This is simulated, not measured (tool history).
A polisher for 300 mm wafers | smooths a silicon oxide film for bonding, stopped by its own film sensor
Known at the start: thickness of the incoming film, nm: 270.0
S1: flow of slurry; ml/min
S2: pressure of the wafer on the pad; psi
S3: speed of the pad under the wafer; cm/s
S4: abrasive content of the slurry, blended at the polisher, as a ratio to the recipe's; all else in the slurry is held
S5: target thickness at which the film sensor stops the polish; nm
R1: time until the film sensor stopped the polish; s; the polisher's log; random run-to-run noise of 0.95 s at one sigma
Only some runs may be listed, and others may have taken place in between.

run  hour   S1   S2  S3    S4   S5      R1
  1     0  170  2.4  90     1  202  71.928
  2   4.5  170  2.4  90  0.85  202  76.513
  3   5.6  170  2.4  90   0.7  202  88.153
  4   6.6  170  2.7  92   0.7  202  76.771
  5   9.9  170  2.9  94   0.7  202  69.154
  6  13.7  170  2.9  94   0.7  202  70.394

Run 7 comes next. What will it give?
  7    21  170  3.1  96  0.7  202   ?

R1: 64.912 s
